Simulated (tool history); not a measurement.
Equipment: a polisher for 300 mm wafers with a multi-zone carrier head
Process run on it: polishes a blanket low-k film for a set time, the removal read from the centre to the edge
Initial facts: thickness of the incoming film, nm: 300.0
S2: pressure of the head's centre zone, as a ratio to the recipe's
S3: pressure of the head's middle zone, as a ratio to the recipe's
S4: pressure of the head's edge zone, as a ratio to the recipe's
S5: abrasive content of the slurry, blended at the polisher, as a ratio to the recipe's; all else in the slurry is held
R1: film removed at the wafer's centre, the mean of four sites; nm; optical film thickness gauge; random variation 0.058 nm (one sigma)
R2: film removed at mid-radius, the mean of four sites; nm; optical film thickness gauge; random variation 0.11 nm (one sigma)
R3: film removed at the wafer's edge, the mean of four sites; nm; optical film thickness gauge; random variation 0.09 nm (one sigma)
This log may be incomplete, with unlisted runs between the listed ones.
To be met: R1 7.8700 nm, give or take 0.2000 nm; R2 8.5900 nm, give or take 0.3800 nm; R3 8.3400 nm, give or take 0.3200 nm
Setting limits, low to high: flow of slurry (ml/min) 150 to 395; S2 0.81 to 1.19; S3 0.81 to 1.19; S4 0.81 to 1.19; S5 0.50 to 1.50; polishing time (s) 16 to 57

run 1 hour=0.0 | flow_of_slurry_(ml/min)=250 S2=1.00 S3=1.00 S4=1.00 S5=1.00 polishing_time_(s)=36 | R1=10.9890 R2=10.9720 R3=10.8990
run 2 hour=6.9 | flow_of_slurry_(ml/min)=245 S2=0.97 S3=0.99 S4=0.97 S5=0.90 polishing_time_(s)=36 | R1=10.0270 R2=10.0280 R3=9.7439
run 3 hour=13.7 | flow_of_slurry_(ml/min)=235 S2=0.93 S3=0.98 S4=0.96 S5=0.90 polishing_time_(s)=36 | R1=9.4992 R2=9.9433 R3=9.8994
run 4 hour=19.8 | flow_of_slurry_(ml/min)=235 S2=0.93 S3=0.92 S4=0.96 S5=0.90 polishing_time_(s)=36 | R1=9.5173 R2=9.2621 R3=9.7927
run 5 hour=21.0 | flow_of_slurry_(ml/min)=235 S2=0.98 S3=0.92 S4=0.96 S5=0.90 polishing_time_(s)=36 | R1=10.1470 R2=9.0925 R3=9.9738
run 6 hour=29.1 | flow_of_slurry_(ml/min)=235 S2=0.94 S3=0.92 S4=0.93 S5=0.85 polishing_time_(s)=36 | R1=9.3345 R2=9.2715 R3=9.2182
run 7 hour=33.5 | flow_of_slurry_(ml/min)=225 S2=0.91 S3=0.91 S4=0.92 S5=0.85 polishing_time_(s)=36 | R1=8.9258 R2=8.7267 R3=9.2364
run 8 hour=35.2 | flow_of_slurry_(ml/min)=220 S2=0.89 S3=0.92 S4=0.90 S5=0.85 polishing_time_(s)=36 | R1=8.6620 R2=9.0458 R3=9.1343
run 9 hour=41.3 | flow_of_slurry_(ml/min)=215 S2=0.88 S3=0.91 S4=0.88 S5=0.85 polishing_time_(s)=36 | R1=8.6191 R2=8.8863 R3=9.0733
run 10 hour=50.0 | flow_of_slurry_(ml/min)=200 S2=0.84 S3=0.95 S4=0.81 S5=0.70 polishing_time_(s)=36 | R1=6.9859 R2=8.0050 R3=7.7799
run 11 hour=56.7 | flow_of_slurry_(ml/min)=225 S2=0.85 S3=0.95 S4=0.82 S5=0.70 polishing_time_(s)=36 | R1=7.2253 R2=8.2137 R3=7.8234
run 12 hour=62.9 | flow_of_slurry_(ml/min)=235 S2=0.86 S3=0.95 S4=0.84 S5=0.70 polishing_time_(s)=36 | R1=7.4235 R2=8.1529 R3=7.8307
run 13 hour=69.4 | flow_of_slurry_(ml/min)=235 S2=0.87 S3=0.96 S4=0.86 S5=0.70 polishing_time_(s)=36 | R1=7.4178 R2=8.3656 R3=7.9564
run 14 hour=70.3 | flow_of_slurry_(ml/min)=235 S2=0.88 S3=0.96 S4=0.87 S5=0.70 polishing_time_(s)=36 | R1=7.5913 R2=8.1903 R3=7.8696
run 15 hour=75.9 | flow_of_slurry_(ml/min)=270 S2=0.87 S3=0.98 S4=0.93 S5=0.75 polishing_time_(s)=36 | R1=7.9055 R2=9.0814 R3=8.6193
run 16 hour=76.8 | flow_of_slurry_(ml/min)=270 S2=0.87 S3=0.97 S4=0.92 S5=0.75 polishing_time_(s)=36 | R1=8.1351 R2=9.1447 R3=8.5670

Exactly one of the 5 candidate moves below puts every result within its allowed miss. Which one?
run A hour=77.7 | flow_of_slurry_(ml/min)=285 S2=0.88 S3=0.97 S4=0.87 S5=0.70 polishing_time_(s)=39 | R1=? R2=? R3=?
run B hour=77.7 | flow_of_slurry_(ml/min)=345 S2=0.82 S3=1.05 S4=0.89 S5=0.70 polishing_time_(s)=37 | R1=? R2=? R3=?
run C hour=77.7 | flow_of_slurry_(ml/min)=300 S2=0.86 S3=1.06 S4=0.81 S5=0.85 polishing_time_(s)=34 | R1=? R2=? R3=?
run D hour=77.7 | flow_of_slurry_(ml/min)=275 S2=0.91 S3=1.00 S4=0.95 S5=0.80 polishing_time_(s)=32 | R1=? R2=? R3=?
run E hour=77.7 | flow_of_slurry_(ml/min)=395 S2=0.95 S3=1.19 S4=0.83 S5=0.75 polishing_time_(s)=34 | R1=? R2=? R3=?

move=A R1=8.4831 R2=9.1302 R3=8.8247
move=B R1=7.6556 R2=9.4406 R3=8.5722
move=C R1=8.3258 R2=9.8762 R3=8.5560
move=D R1=7.8871 R2=8.4192 R3=8.2666
move=E R1=8.6987 R2=10.2680 R3=8.0844
A: its largest miss is bigger than the last run's
B: its largest miss is bigger than the last run's
C: its largest miss is bigger than the last run's
D: every result within its allowed miss
E: its largest miss is bigger than the last run's
The right move is D.
